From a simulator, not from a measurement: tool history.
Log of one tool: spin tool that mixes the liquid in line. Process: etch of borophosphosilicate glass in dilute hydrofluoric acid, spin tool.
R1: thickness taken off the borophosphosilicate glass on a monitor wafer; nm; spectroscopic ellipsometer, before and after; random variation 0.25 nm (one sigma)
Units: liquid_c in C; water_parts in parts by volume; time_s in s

{"run": 1, "hour": 0.0, "liquid_c": 21.0, "water_parts": 70, "time_s": 90, "R1": 51.554}
{"run": 2, "hour": 6.3, "liquid_c": 20.0, "water_parts": 80, "time_s": 90, "R1": 42.366}
{"run": 3, "hour": 13.8, "liquid_c": 20.0, "water_parts": 80, "time_s": 95, "R1": 45.307}
{"run": 4, "hour": 19.3, "liquid_c": 19.0, "water_parts": 85, "time_s": 95, "R1": 40.355}
{"run": 5, "hour": 28.0, "liquid_c": 19.0, "water_parts": 85, "time_s": 95, "R1": 41.037}
{"hour": 35.2, "done": "hydrofluoric acid flow meter replaced"}
{"run": 6, "hour": 35.2, "liquid_c": 18.5, "water_parts": 90, "time_s": 95, "R1": 33.567}

Run 7 comes next. What will it give?
{"run": 7, "hour": 41.3, "liquid_c": 18.0, "water_parts": 90, "time_s": 95, "R1": "?"}

{"run 7": {"R1": 32.741}}

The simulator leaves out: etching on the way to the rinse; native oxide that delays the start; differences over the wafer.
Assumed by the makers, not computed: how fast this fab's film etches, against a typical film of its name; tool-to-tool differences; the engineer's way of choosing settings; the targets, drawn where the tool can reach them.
